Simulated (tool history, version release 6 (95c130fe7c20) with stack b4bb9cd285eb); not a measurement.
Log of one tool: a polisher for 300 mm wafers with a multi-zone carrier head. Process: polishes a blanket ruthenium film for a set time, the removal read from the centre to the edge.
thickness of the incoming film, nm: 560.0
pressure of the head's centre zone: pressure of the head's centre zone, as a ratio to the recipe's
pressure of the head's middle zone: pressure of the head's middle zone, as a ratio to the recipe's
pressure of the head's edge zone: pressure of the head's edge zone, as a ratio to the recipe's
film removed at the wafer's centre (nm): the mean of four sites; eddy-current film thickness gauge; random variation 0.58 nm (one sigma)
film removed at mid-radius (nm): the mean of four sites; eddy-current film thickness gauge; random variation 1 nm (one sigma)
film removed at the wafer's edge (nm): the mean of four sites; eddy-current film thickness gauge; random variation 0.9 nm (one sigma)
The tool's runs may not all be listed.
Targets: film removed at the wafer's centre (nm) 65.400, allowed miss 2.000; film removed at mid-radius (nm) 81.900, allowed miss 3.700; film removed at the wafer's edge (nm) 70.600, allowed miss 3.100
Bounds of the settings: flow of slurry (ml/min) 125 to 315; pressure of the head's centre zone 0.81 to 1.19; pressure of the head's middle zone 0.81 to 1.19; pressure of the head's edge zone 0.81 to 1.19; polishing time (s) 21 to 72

run  hour  flow of slurry (ml/min)  pressure of the head's centre zone  pressure of the head's middle zone  pressure of the head's edge zone  polishing time (s)  film removed at the wafer's centre (nm)  film removed at mid-radius (nm)  film removed at the wafer's edge (nm)
  1   0.0                      205                                1.00                                1.00                              1.00                  46                                   57.167                           58.308                                 58.397
  2   7.4                      220                                0.99                                1.06                              1.02                  48                                   60.946                           64.919                                 62.538
  3  12.3                      190                                0.99                                1.06                              1.02                  48                                   58.017                           63.647                                 61.291
  4  18.8                      190                                0.94                                1.06                              1.02                  48                                   56.274                           64.359                                 62.248
  5  23.6                      215                                0.94                                1.06                              1.02                  48                                   56.788                           63.981                                 61.554
  6  30.7                      210                                0.94                                1.10                              1.02                  50                                   59.846                           69.342                                 64.578
  7  38.9                      215                                0.93                                1.13                              1.02                  51                                   59.419                           71.368                                 65.930
  8  43.3                      220                                0.93                                1.15                              1.00                  53                                   64.278                           76.464                                 67.425

Which of these 4 next moves meets every target?
  A  47.7                      180                                0.97                                0.98                              1.19                  59                                        ?                                ?                                      ?
  B  47.7                      210                                1.00                                0.98                              1.09                  58                                        ?                                ?                                      ?
  C  47.7                      135                                0.97                                1.04                              1.10                  59                                        ?                                ?                                      ?
  D  47.7                      285                                0.94                                1.19                              1.08                  53                                        ?                                ?                                      ?

move  film removed at the wafer's centre (nm)  film removed at mid-radius (nm)  film removed at the wafer's edge (nm)
   A                                   70.387                           73.544                                 78.487
   B                                   72.619                           73.943                                 75.388
   C                                   66.431                           73.442                                 72.907
   D                                   65.990                           82.693                                 70.285
A: further off than the last run
B: further off than the last run
C: further off than the last run
D: meets every target
Move D is the one to make.
